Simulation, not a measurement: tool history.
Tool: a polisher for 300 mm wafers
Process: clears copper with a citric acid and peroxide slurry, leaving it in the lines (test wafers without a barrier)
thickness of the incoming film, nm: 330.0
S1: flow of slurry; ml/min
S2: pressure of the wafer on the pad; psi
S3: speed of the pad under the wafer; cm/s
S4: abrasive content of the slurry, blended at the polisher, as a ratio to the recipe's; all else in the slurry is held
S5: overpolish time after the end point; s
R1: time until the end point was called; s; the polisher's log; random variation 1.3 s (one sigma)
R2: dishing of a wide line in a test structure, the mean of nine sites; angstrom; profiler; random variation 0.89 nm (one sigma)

Run 1, day 0.000: S1 260 ml/min, S2 3.1 psi, S3 120 cm/s, S4 1.0, S5 23 s. Result: R1 119.350 s, R2 459.30 angstrom.
Run 2, day 0.312: S1 260 ml/min, S2 3.1 psi, S3 120 cm/s, S4 1.0, S5 19 s. Result: R1 115.050 s, R2 395.14 angstrom.
Run 3, day 0.371: S1 260 ml/min, S2 3.6 psi, S3 120 cm/s, S4 1.0, S5 19 s. Result: R1 102.680 s, R2 435.67 angstrom.
Run 4, day 0.433: S1 260 ml/min, S2 4.1 psi, S3 120 cm/s, S4 1.0, S5 19 s. Result: R1 90.356 s, R2 491.23 angstrom.
Run 5, day 0.692: S1 260 ml/min, S2 4.1 psi, S3 142 cm/s, S4 1.0, S5 19 s. Result: R1 77.021 s, R2 560.51 angstrom.
Run 6, day 0.958: S1 260 ml/min, S2 3.6 psi, S3 142 cm/s, S4 1.0, S5 19 s. Result: R1 87.466 s, R2 500.61 angstrom.

Forecast run 7:
Run 7, day 1.183: S1 260 ml/min, S2 3.6 psi, S3 142 cm/s, S4 1.0, S5 19 s. Result: R1 ?, R2 ?.

{"run 7": {"R1": 86.5, "R2": 500.2}}
